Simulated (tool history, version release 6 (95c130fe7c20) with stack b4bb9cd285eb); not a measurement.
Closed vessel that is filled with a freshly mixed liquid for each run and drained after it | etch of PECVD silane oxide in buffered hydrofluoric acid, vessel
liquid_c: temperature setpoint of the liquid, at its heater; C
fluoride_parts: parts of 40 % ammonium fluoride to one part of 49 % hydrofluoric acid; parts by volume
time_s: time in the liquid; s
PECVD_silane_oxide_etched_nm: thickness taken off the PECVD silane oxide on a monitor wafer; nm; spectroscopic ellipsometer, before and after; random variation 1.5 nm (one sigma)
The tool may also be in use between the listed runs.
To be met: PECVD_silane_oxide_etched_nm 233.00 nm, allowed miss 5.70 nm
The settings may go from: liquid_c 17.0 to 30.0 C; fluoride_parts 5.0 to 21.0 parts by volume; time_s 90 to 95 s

run	hour	liquid_c	fluoride_parts	time_s	PECVD_silane_oxide_etched_nm
1	0.0	22.0	13.0	90	184.30
2	3.3	22.0	14.0	90	169.53
3	4.6	22.0	17.0	90	140.39
4	13.4	23.0	17.0	90	148.85
5	18.9	23.0	19.5	90	129.53
6	22.3	25.5	18.5	90	156.59
7	24.8	25.5	18.5	90	155.76
8	29.0	27.0	17.5	90	179.31

4 next moves are on the table. One of them brings every result within its allowed miss. Which?
A	33.2	25.5	19.0	90	?
B	33.2	26.0	18.0	90	?
C	33.2	28.5	15.5	95	?
D	33.2	25.0	14.5	90	?

move	PECVD_silane_oxide_etched_nm
A	152.40
B	165.15
C	230.85
D	193.51
A: further off than the last run
B: further off than the last run
C: meets every target
D: nearer than the last run, and not there yet
Move C is the one to make.
